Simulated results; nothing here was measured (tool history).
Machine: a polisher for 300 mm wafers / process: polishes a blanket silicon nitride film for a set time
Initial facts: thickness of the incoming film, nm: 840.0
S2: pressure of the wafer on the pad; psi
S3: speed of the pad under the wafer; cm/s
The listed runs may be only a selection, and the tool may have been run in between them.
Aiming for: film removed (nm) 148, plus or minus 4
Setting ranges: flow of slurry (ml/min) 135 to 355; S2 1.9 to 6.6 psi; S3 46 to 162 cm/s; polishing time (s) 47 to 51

Run 1, hour 0: flow of slurry (ml/min) 225, S2 4.2 psi, S3 104 cm/s, polishing time (s) 51. Result: film removed (nm) 130.21.
Run 2, hour 8: flow of slurry (ml/min) 195, S2 4.2 psi, S3 104 cm/s, polishing time (s) 51. Result: film removed (nm) 127.92.
Run 3, hour 9.8: flow of slurry (ml/min) 200, S2 4.3 psi, S3 104 cm/s, polishing time (s) 51. Result: film removed (nm) 131.03.
Run 4, hour 18.3: flow of slurry (ml/min) 210, S2 4.4 psi, S3 104 cm/s, polishing time (s) 51. Result: film removed (nm) 137.04.
Run 5, hour 26.6: flow of slurry (ml/min) 260, S2 4.4 psi, S3 104 cm/s, polishing time (s) 51. Result: film removed (nm) 137.86.
Run 6, hour 34.3: flow of slurry (ml/min) 260, S2 4.4 psi, S3 80 cm/s, polishing time (s) 51. Result: film removed (nm) 117.2.
Run 7, hour 43.1: flow of slurry (ml/min) 260, S2 4.6 psi, S3 80 cm/s, polishing time (s) 51. Result: film removed (nm) 120.75.
Run 8, hour 50.6: flow of slurry (ml/min) 260, S2 4.8 psi, S3 80 cm/s, polishing time (s) 51. Result: film removed (nm) 127.45.
Run 9, hour 58.6: flow of slurry (ml/min) 260, S2 4.9 psi, S3 80 cm/s, polishing time (s) 51. Result: film removed (nm) 128.5.
Run 10, hour 62.2: flow of slurry (ml/min) 260, S2 5 psi, S3 80 cm/s, polishing time (s) 51. Result: film removed (nm) 130.33.
Run 11, hour 63.1: flow of slurry (ml/min) 260, S2 5.1 psi, S3 80 cm/s, polishing time (s) 51. Result: film removed (nm) 134.42.
Run 12, hour 69.8: flow of slurry (ml/min) 260, S2 5.2 psi, S3 80 cm/s, polishing time (s) 51. Result: film removed (nm) 135.97.
Run 13, hour 71.5: flow of slurry (ml/min) 260, S2 5.3 psi, S3 80 cm/s, polishing time (s) 51. Result: film removed (nm) 139.04.
Run 14, hour 73.9: flow of slurry (ml/min) 260, S2 5.4 psi, S3 80 cm/s, polishing time (s) 51. Result: film removed (nm) 142.11.

Exactly one of the 4 candidate moves below puts every result within its allowed miss. Which one?
Run A, hour 76.3: flow of slurry (ml/min) 220, S2 5.4 psi, S3 76 cm/s, polishing time (s) 51. Result: film removed (nm) ?.
Run B, hour 76.3: flow of slurry (ml/min) 320, S2 5.7 psi, S3 76 cm/s, polishing time (s) 51. Result: film removed (nm) ?.
Run C, hour 76.3: flow of slurry (ml/min) 325, S2 4.9 psi, S3 92 cm/s, polishing time (s) 48. Result: film removed (nm) ?.
Run D, hour 76.3: flow of slurry (ml/min) 290, S2 4.6 psi, S3 110 cm/s, polishing time (s) 47. Result: film removed (nm) ?.

move  film removed (nm)
   A             134.53
   B             145.96
   C             134.27
   D              137.7
A: its largest miss is bigger than the last run's
B: each result inside its tolerance
C: its largest miss is bigger than the last run's
D: its largest miss is bigger than the last run's
B meets every target.
